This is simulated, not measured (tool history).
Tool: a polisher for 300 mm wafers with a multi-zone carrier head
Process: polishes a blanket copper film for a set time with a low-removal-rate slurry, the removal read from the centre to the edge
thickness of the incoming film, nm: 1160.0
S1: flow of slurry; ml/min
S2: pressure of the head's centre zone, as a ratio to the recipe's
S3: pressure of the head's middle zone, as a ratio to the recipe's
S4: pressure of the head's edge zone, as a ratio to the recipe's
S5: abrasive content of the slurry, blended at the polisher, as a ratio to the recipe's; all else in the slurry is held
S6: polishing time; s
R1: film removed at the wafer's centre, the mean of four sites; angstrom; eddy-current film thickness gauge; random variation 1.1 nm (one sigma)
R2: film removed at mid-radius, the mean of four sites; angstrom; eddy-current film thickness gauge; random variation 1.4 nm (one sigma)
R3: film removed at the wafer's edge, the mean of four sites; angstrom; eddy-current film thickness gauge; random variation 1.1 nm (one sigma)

run	hour	S1	S2	S3	S4	S5	S6	R1	R2	R3
1	0	300	1	1	1	1	31	949.34	1029.1	1021.2
2	2.8	240	1	1	1	1	31	939.62	995	980.2
3	8.8	275	1.02	1.04	0.98	1.1	32	1014.3	1100.6	1058.1
4	13.9	295	1.03	1.08	0.94	1.2	34	1115.7	1248.7	1116.2
5	17.2	325	1.03	1.08	0.94	1.2	34	1114.2	1228.3	1118.6
6	24.4	325	1.03	1.08	0.94	1.2	41	1391.8	1504.6	1356.8
7	27.7	325	1.03	1.11	0.93	1.25	41	1370.1	1558.5	1366.6
8	28.6	325	1.04	1.13	0.92	1.3	41	1405.9	1585.5	1372.5
9	31.3	325	1.04	1.14	0.91	1.35	41	1398.6	1635.6	1344.8
10	32	330	1.04	1.15	0.92	1.35	41	1440.2	1650.8	1385

Forecast run 11:
11	33.6	330	1.04	1.16	0.92	1.35	41	?	?	?

R1: 1406.5 angstrom
R2: 1667 angstrom
R3: 1364.1 angstrom
